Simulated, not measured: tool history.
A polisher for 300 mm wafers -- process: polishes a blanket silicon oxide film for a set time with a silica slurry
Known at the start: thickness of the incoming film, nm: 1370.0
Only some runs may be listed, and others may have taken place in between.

run,hour,flow of slurry (ml/min),pressure of the wafer on the pad (psi),speed of the pad under the wafer (m/s),abrasive content of the slurry,polishing time (s),film removed (nm)
1,0.0,265,2.7,1.42,1.00,113,267.40
2,6.5,265,2.5,1.32,1.00,113,230.78
3,10.8,265,2.5,1.32,0.85,113,207.67
4,18.0,265,2.5,1.32,0.85,113,208.32
5,20.6,265,2.8,1.32,0.85,113,231.74
6,29.7,225,2.8,1.32,0.85,113,228.12
7,35.8,220,2.1,1.06,0.85,113,142.56
8,44.2,215,1.5,1.04,0.85,113,102.86

Predict the results of run 9:
9,45.8,225,1.5,1.04,0.85,113,?

{"run 9": {"film removed (nm)": 101.27}}
